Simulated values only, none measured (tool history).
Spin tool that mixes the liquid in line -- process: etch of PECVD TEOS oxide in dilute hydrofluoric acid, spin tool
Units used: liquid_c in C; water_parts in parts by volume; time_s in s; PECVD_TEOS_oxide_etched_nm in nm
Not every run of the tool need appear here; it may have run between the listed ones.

run,day,liquid_c,water_parts,time_s,PECVD_TEOS_oxide_etched_nm
1,0,23,185,60,2.5851
2,0.138,23,145,60,3.4454
3,0.192,24.5,145,60,3.609
4,0.329,23.5,150,60,3.4133
5,0.533,23.5,150,60,3.3758
6,0.588,23.5,180,60,2.7271

What will run 7 give?
7,0.838,23,180,60,?

PECVD_TEOS_oxide_etched_nm: 2.6252 nm
